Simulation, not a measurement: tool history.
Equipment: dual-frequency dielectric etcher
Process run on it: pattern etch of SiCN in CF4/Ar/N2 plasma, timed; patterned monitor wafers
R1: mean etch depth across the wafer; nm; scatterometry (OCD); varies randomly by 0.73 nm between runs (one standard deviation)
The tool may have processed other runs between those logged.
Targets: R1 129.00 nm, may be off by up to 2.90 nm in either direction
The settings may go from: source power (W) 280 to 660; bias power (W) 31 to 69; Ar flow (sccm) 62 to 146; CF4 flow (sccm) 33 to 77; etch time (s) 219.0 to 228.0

run 1 hour=0.0 | source_power_(W)=470 bias_power_(W)=50 Ar_flow_(sccm)=104 CF4_flow_(sccm)=55 etch_time_(s)=219.0 | R1=162.24
run 2 hour=2.5 | source_power_(W)=470 bias_power_(W)=57 Ar_flow_(sccm)=104 CF4_flow_(sccm)=55 etch_time_(s)=219.0 | R1=167.98
run 3 hour=6.7 | source_power_(W)=440 bias_power_(W)=57 Ar_flow_(sccm)=104 CF4_flow_(sccm)=55 etch_time_(s)=219.0 | R1=159.21
run 4 hour=11.9 | source_power_(W)=440 bias_power_(W)=57 Ar_flow_(sccm)=95 CF4_flow_(sccm)=55 etch_time_(s)=219.0 | R1=158.79
run 5 hour=16.5 | source_power_(W)=440 bias_power_(W)=57 Ar_flow_(sccm)=95 CF4_flow_(sccm)=55 etch_time_(s)=219.0 | R1=159.09
run 6 hour=19.7 | source_power_(W)=440 bias_power_(W)=57 Ar_flow_(sccm)=95 CF4_flow_(sccm)=52 etch_time_(s)=219.0 | R1=157.76
run 7 hour=27.2 | source_power_(W)=420 bias_power_(W)=57 Ar_flow_(sccm)=95 CF4_flow_(sccm)=52 etch_time_(s)=219.0 | R1=151.23
run 8 hour=33.9 | source_power_(W)=400 bias_power_(W)=57 Ar_flow_(sccm)=95 CF4_flow_(sccm)=52 etch_time_(s)=219.0 | R1=142.41
run 9 hour=39.5 | source_power_(W)=390 bias_power_(W)=57 Ar_flow_(sccm)=95 CF4_flow_(sccm)=52 etch_time_(s)=219.0 | R1=138.55
run 10 hour=40.6 | source_power_(W)=380 bias_power_(W)=57 Ar_flow_(sccm)=95 CF4_flow_(sccm)=52 etch_time_(s)=219.0 | R1=136.53

Pick the move, out of 5, that brings all results within their allowed miss; only one does.
run A hour=41.7 | source_power_(W)=370 bias_power_(W)=69 Ar_flow_(sccm)=91 CF4_flow_(sccm)=59 etch_time_(s)=228.0 | R1=?
run B hour=41.7 | source_power_(W)=400 bias_power_(W)=51 Ar_flow_(sccm)=89 CF4_flow_(sccm)=52 etch_time_(s)=226.5 | R1=?
run C hour=41.7 | source_power_(W)=350 bias_power_(W)=61 Ar_flow_(sccm)=76 CF4_flow_(sccm)=52 etch_time_(s)=219.0 | R1=?
run D hour=41.7 | source_power_(W)=380 bias_power_(W)=66 Ar_flow_(sccm)=98 CF4_flow_(sccm)=49 etch_time_(s)=220.5 | R1=?
run E hour=41.7 | source_power_(W)=360 bias_power_(W)=69 Ar_flow_(sccm)=83 CF4_flow_(sccm)=55 etch_time_(s)=224.5 | R1=?

move=A R1=149.49
move=B R1=144.88
move=C R1=130.46
move=D R1=140.82
move=E R1=143.02
A: lands further from the targets than the last run did
B: lands further from the targets than the last run did
C: every result within its allowed miss
D: lands further from the targets than the last run did
E: lands further from the targets than the last run did
The move that meets every target is C.
